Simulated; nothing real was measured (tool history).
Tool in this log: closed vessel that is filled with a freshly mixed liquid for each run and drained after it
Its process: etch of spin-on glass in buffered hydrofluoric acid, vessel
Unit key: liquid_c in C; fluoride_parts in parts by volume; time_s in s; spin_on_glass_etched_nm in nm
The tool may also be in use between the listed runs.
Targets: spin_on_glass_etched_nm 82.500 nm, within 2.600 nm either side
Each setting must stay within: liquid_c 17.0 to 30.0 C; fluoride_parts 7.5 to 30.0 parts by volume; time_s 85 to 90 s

| run | hour | liquid_c | fluoride_parts | time_s | spin_on_glass_etched_nm |
|---|---|---|---|---|---|
| 1 | 0.0 | 22.0 | 21.0 | 85 | 118.090 |
| 2 | 4.2 | 20.5 | 21.5 | 85 | 106.270 |
| 3 | 7.9 | 22.5 | 21.5 | 85 | 118.400 |
| 4 | 16.5 | 25.0 | 21.5 | 85 | 135.360 |
| 5 | 18.8 | 23.0 | 22.0 | 85 | 121.540 |
| 6 | 21.1 | 21.5 | 22.5 | 85 | 109.870 |
| 7 | 28.3 | 20.5 | 23.0 | 85 | 103.390 |
| 8 | 32.8 | 19.5 | 23.5 | 85 | 93.938 |
| 9 | 35.2 | 19.0 | 23.5 | 85 | 92.730 |
| 10 | 37.7 | 18.5 | 23.5 | 85 | 89.359 |
| 11 | 38.9 | 18.0 | 23.5 | 85 | 85.829 |

5 candidate next runs follow, results not yet known. Just one meets every target within its allowed miss. Identify it.
| A | 40.1 | 18.5 | 26.0 | 85 | ? |
| B | 40.1 | 17.5 | 22.5 | 85 | ? |
| C | 40.1 | 18.0 | 24.5 | 90 | ? |
| D | 40.1 | 17.5 | 24.0 | 90 | ? |
| E | 40.1 | 17.5 | 21.5 | 85 | ? |

| move | spin_on_glass_etched_nm |
|---|---|
| A | 82.871 |
| B | 86.519 |
| C | 88.866 |
| D | 87.608 |
| E | 89.282 |
A: meets every target
B: further off than the last run
C: further off than the last run
D: further off than the last run
E: further off than the last run
So the answer is move A, the one that meets all the targets.

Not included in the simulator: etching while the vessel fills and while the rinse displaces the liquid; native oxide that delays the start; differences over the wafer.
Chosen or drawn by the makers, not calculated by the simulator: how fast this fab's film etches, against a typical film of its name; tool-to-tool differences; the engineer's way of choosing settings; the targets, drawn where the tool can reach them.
